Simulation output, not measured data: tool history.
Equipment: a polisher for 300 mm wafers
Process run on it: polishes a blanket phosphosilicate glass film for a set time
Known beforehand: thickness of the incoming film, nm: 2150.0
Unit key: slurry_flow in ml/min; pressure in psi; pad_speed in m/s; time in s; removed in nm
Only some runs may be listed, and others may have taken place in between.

run 1 day=0 | slurry_flow=285 pressure=2.9 pad_speed=0.78 slurry_solids=1 time=44 | removed=260.98
run 2 day=0.221 | slurry_flow=285 pressure=2.9 pad_speed=0.78 slurry_solids=1 time=39 | removed=234.91
run 3 day=0.275 | slurry_flow=280 pressure=2.7 pad_speed=0.78 slurry_solids=1 time=39 | removed=214.69
run 4 day=0.321 | slurry_flow=265 pressure=2.6 pad_speed=0.78 slurry_solids=1 time=39 | removed=206.72
run 5 day=0.446 | slurry_flow=265 pressure=2.6 pad_speed=0.62 slurry_solids=1 time=39 | removed=173.66
run 6 day=0.65 | slurry_flow=235 pressure=2.6 pad_speed=0.62 slurry_solids=1 time=39 | removed=168.96
run 7 day=0.679 | slurry_flow=270 pressure=2.6 pad_speed=0.62 slurry_solids=1 time=39 | removed=173.59
run 8 day=0.925 | slurry_flow=300 pressure=2.6 pad_speed=0.62 slurry_solids=1 time=39 | removed=175.5
run 9 day=1.025 | slurry_flow=300 pressure=2.6 pad_speed=0.62 slurry_solids=1 time=39 | removed=173.77

What will run 10 give?
run 10 day=1.329 | slurry_flow=305 pressure=2.7 pad_speed=0.62 slurry_solids=1 time=39 | removed=?

removed: 182.64 nm
